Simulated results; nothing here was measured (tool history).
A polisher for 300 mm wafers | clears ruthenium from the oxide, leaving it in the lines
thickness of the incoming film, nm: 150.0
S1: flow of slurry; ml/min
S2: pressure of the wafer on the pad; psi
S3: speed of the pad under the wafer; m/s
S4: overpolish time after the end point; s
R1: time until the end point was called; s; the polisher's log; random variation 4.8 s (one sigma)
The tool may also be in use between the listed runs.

{"run": 1, "day": 0.0, "S1": 240, "S2": 1.5, "S3": 1.06, "S4": 39, "R1": 201.87}
{"run": 2, "day": 0.071, "S1": 295, "S2": 1.5, "S3": 1.06, "S4": 39, "R1": 203.96}
{"run": 3, "day": 0.342, "S1": 295, "S2": 1.4, "S3": 1.06, "S4": 39, "R1": 217.44}
{"run": 4, "day": 0.621, "S1": 350, "S2": 1.4, "S3": 1.06, "S4": 39, "R1": 216.1}
{"run": 5, "day": 0.688, "S1": 350, "S2": 1.3, "S3": 1.06, "S4": 39, "R1": 230.27}
{"run": 6, "day": 0.825, "S1": 350, "S2": 1.3, "S3": 1.06, "S4": 39, "R1": 224.14}
{"run": 7, "day": 0.9, "S1": 350, "S2": 1.2, "S3": 1.04, "S4": 39, "R1": 254.5}

Forecast run 8:
{"run": 8, "day": 1.142, "S1": 350, "S2": 1.1, "S3": 1.04, "S4": 39, "R1": "?"}

Run 8 gave R1 269.52 s.

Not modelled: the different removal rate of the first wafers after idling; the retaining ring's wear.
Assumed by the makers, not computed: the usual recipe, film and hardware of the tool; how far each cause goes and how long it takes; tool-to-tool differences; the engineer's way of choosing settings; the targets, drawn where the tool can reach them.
